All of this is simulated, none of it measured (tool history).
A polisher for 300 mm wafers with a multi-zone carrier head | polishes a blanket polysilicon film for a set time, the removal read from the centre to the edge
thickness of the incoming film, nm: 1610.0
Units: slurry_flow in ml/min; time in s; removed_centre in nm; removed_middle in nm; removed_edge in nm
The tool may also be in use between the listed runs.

Run 1, hour 0.0: slurry_flow 310 ml/min, centre_zone 1.00, middle_zone 1.00, edge_zone 1.00, time 49 s. Result: removed_centre 507.32 nm, removed_middle 501.47 nm, removed_edge 497.21 nm.
Run 2, hour 2.4: slurry_flow 380 ml/min, centre_zone 1.00, middle_zone 1.00, edge_zone 1.00, time 49 s. Result: removed_centre 516.71 nm, removed_middle 514.22 nm, removed_edge 498.81 nm.
Run 3, hour 4.8: slurry_flow 380 ml/min, centre_zone 1.00, middle_zone 1.00, edge_zone 1.00, time 40 s. Result: removed_centre 436.46 nm, removed_middle 420.65 nm, removed_edge 404.04 nm.
Run 4, hour 11.2: slurry_flow 380 ml/min, centre_zone 1.00, middle_zone 1.03, edge_zone 1.00, time 40 s. Result: removed_centre 420.50 nm, removed_middle 426.92 nm, removed_edge 406.69 nm.
Run 5, hour 14.4: slurry_flow 380 ml/min, centre_zone 0.97, middle_zone 1.03, edge_zone 1.00, time 40 s. Result: removed_centre 426.63 nm, removed_middle 424.67 nm, removed_edge 406.10 nm.
Run 6, hour 21.7: slurry_flow 310 ml/min, centre_zone 0.97, middle_zone 1.03, edge_zone 1.00, time 40 s. Result: removed_centre 414.81 nm, removed_middle 420.16 nm, removed_edge 398.32 nm.

Forecast run 7:
Run 7, hour 27.5: slurry_flow 310 ml/min, centre_zone 0.98, middle_zone 1.04, edge_zone 0.97, time 40 s. Result: removed_centre ?, removed_middle ?, removed_edge ?.

removed_centre: 409.38 nm
removed_middle: 426.63 nm
removed_edge: 399.18 nm
